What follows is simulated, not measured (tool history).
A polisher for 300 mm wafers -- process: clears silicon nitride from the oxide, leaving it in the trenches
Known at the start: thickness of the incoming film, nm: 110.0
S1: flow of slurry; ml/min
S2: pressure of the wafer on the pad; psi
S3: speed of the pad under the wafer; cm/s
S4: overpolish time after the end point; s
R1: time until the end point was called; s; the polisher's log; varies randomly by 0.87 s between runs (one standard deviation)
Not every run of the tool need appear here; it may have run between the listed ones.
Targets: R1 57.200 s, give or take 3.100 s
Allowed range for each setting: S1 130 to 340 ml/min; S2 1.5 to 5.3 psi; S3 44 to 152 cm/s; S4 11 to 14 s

run,hour,S1,S2,S3,S4,R1
1,0.0,220,3.4,98,14,102.130
2,1.2,220,3.4,82,14,124.520
3,4.8,270,3.4,82,14,118.610
4,7.4,270,4.0,86,14,96.148
5,13.1,270,4.0,86,11,98.762
6,15.1,305,4.0,86,11,96.119
7,19.9,305,4.0,86,11,96.749
8,22.7,305,4.4,92,11,85.328
9,24.3,305,4.7,100,11,72.645
10,26.9,305,4.9,104,11,67.225
11,28.0,305,5.0,106,11,63.630
12,34.1,305,5.1,108,11,61.166

Which of these 4 next moves meets every target?
A,40.2,285,4.7,124,14,?
B,40.2,340,5.0,130,11,?
C,40.2,290,5.3,126,12,?
D,40.2,265,4.8,138,13,?

move,R1
A,57.519
B,50.903
C,50.259
D,51.122
A: meets every target
B: the result that was furthest off in the last run now lies on the other side of its target
C: the result that was furthest off in the last run now lies on the other side of its target
D: the result that was furthest off in the last run now lies on the other side of its target
Correct choice: A, which meets every target
